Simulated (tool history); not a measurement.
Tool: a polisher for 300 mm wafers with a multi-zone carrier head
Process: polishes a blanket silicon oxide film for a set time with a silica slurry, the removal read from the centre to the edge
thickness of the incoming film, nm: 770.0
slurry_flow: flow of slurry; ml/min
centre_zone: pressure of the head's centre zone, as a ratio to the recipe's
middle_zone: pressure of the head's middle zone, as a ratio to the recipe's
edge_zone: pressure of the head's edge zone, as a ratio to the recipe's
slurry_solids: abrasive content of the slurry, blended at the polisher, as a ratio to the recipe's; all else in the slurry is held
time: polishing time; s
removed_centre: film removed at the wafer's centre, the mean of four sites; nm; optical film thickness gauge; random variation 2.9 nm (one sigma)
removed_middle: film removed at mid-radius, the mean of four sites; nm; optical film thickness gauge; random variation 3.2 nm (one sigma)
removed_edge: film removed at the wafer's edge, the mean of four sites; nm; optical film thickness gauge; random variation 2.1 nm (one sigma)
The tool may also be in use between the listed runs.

run	hour	slurry_flow	centre_zone	middle_zone	edge_zone	slurry_solids	time	removed_centre	removed_middle	removed_edge
1	0.0	245	1.00	1.00	1.00	1.00	76	234.95	237.13	233.10
2	7.2	245	1.00	1.00	1.00	0.85	76	215.68	219.91	216.65
3	15.3	245	1.00	1.00	0.94	0.85	76	220.93	219.14	213.53
4	17.6	245	1.07	1.00	0.94	0.85	76	229.58	219.75	211.65
5	23.5	250	1.02	1.00	1.00	0.95	76	229.59	233.81	224.57
6	25.0	250	1.02	1.00	1.00	0.85	76	223.67	221.32	220.33
7	30.4	260	0.99	1.00	1.05	0.90	77	228.00	223.36	232.23
8	33.1	260	0.96	1.02	1.08	1.00	77	228.27	247.93	243.58
9	39.3	280	0.91	0.93	1.18	1.25	79	246.67	252.47	287.70

The next listed run, before its measurement:
# hour 40.0: worn pad replaced by a new one
10	40.0	280	0.91	0.93	1.18	1.25	79	?	?	?

Run 10 gave removed_centre 264.28 nm, removed_middle 274.36 nm, removed_edge 314.35 nm.
